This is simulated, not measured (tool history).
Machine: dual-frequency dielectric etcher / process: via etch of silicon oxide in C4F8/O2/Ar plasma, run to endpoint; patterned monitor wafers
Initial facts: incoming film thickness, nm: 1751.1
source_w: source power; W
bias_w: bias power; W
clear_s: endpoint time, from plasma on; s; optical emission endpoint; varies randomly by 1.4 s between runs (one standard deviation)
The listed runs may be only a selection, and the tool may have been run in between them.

Run 1, day 0.000: source_w 1920 W, bias_w 1484 W. Result: clear_s 354.64 s.
Run 2, day 0.133: source_w 2000 W, bias_w 1502 W. Result: clear_s 347.68 s.
Run 3, day 0.254: source_w 2070 W, bias_w 1518 W. Result: clear_s 338.78 s.
Run 4, day 0.454: source_w 2070 W, bias_w 1412 W. Result: clear_s 350.87 s.
Run 5, day 0.483: source_w 2130 W, bias_w 1432 W. Result: clear_s 342.78 s.
Run 6, day 0.796: source_w 2470 W, bias_w 1432 W. Result: clear_s 323.88 s.
Run 7, day 0.962: source_w 2500 W, bias_w 1451 W. Result: clear_s 320.19 s.
Run 8, day 1.025: source_w 2520 W, bias_w 1467 W. Result: clear_s 320.00 s.

Run 9 is up next; what results do you expect?
Run 9, day 1.204: source_w 2540 W, bias_w 1488 W. Result: clear_s ?.

{"run 9": {"clear_s": 316.2}}

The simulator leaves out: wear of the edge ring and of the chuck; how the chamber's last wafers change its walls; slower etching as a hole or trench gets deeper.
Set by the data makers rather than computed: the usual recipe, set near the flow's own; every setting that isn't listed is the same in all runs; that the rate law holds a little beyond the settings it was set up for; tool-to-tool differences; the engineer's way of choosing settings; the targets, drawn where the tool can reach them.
